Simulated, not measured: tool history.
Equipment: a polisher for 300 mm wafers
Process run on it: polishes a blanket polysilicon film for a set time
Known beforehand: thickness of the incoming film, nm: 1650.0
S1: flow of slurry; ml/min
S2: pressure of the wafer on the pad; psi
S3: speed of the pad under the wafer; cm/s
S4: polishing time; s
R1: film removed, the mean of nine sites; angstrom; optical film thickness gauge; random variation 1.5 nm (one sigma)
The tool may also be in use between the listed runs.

Run 1, hour 0: S1 240 ml/min, S2 3.3 psi, S3 80 cm/s, S4 25 s. Result: R1 1793.4 angstrom.
Run 2, hour 9: S1 240 ml/min, S2 2.8 psi, S3 80 cm/s, S4 25 s. Result: R1 1554.3 angstrom.
Run 3, hour 15.8: S1 240 ml/min, S2 2.5 psi, S3 80 cm/s, S4 25 s. Result: R1 1385.3 angstrom.
Run 4, hour 21.5: S1 240 ml/min, S2 2.5 psi, S3 90 cm/s, S4 25 s. Result: R1 1545.3 angstrom.
Run 5, hour 25.2: S1 240 ml/min, S2 2.5 psi, S3 98 cm/s, S4 25 s. Result: R1 1672.7 angstrom.
Run 6, hour 28.2: S1 240 ml/min, S2 2.5 psi, S3 98 cm/s, S4 22 s. Result: R1 1460.6 angstrom.

Predict the results of run 7:
Run 7, hour 37: S1 240 ml/min, S2 1.5 psi, S3 96 cm/s, S4 22 s. Result: R1 ?.

{"run 7": {"R1": 884.3}}

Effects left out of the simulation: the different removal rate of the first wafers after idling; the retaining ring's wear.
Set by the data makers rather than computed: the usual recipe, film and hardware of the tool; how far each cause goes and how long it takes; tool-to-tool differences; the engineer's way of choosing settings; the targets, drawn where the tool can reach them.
